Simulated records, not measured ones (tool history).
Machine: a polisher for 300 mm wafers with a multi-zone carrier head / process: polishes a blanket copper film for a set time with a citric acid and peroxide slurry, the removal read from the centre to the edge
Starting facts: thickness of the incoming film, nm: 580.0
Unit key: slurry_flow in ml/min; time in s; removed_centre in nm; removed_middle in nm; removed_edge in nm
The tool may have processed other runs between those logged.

Run 1, hour 0.0: slurry_flow 320 ml/min, centre_zone 1.00, middle_zone 1.00, edge_zone 1.00, slurry_solids 1.00, time 32 s. Result: removed_centre 58.197 nm, removed_middle 59.170 nm, removed_edge 59.436 nm.
Run 2, hour 1.5: slurry_flow 320 ml/min, centre_zone 1.00, middle_zone 1.00, edge_zone 1.00, slurry_solids 1.00, time 40 s. Result: removed_centre 72.754 nm, removed_middle 73.556 nm, removed_edge 74.975 nm.
Run 3, hour 6.3: slurry_flow 305 ml/min, centre_zone 0.97, middle_zone 0.96, edge_zone 1.00, slurry_solids 0.95, time 40 s. Result: removed_centre 68.648 nm, removed_middle 71.019 nm, removed_edge 74.334 nm.
Run 4, hour 7.7: slurry_flow 295 ml/min, centre_zone 0.96, middle_zone 0.92, edge_zone 1.00, slurry_solids 0.95, time 40 s. Result: removed_centre 67.624 nm, removed_middle 67.494 nm, removed_edge 73.353 nm.
Run 5, hour 15.6: slurry_flow 295 ml/min, centre_zone 0.96, middle_zone 0.92, edge_zone 1.00, slurry_solids 0.85, time 40 s. Result: removed_centre 66.542 nm, removed_middle 66.656 nm, removed_edge 73.008 nm.
Run 6, hour 23.5: slurry_flow 285 ml/min, centre_zone 0.95, middle_zone 0.90, edge_zone 1.01, slurry_solids 0.85, time 40 s. Result: removed_centre 66.606 nm, removed_middle 65.384 nm, removed_edge 72.951 nm.
Run 7, hour 27.0: slurry_flow 280 ml/min, centre_zone 0.93, middle_zone 0.89, edge_zone 1.02, slurry_solids 0.85, time 40 s. Result: removed_centre 64.900 nm, removed_middle 64.086 nm, removed_edge 72.921 nm.

Run 8, settings as shown, results not yet in. Your forecast:
Run 8, hour 29.0: slurry_flow 275 ml/min, centre_zone 0.92, middle_zone 0.89, edge_zone 1.02, slurry_solids 0.85, time 40 s. Result: removed_centre ?, removed_middle ?, removed_edge ?.

{"run 8": {"removed_centre": 64.678, "removed_middle": 64.563, "removed_edge": 72.752}}
